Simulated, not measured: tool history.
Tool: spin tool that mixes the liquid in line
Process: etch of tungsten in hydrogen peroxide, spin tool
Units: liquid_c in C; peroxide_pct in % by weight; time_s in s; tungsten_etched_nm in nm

run,hour,liquid_c,peroxide_pct,time_s,tungsten_etched_nm
1,0,46,20.5,15,21.41
2,1.9,44.5,20.5,15,19.506
3,5.5,44.5,18,15,18.207
4,7.7,44.5,18,15,18.249
5,15,44.5,18,15,17.949
6,23,44.5,18,15,18.287
7,30.1,43.5,18,15,17.076

The next listed run, before its measurement:
8,33.5,43,18,15,?

{"run 8": {"tungsten_etched_nm": 16.614}}
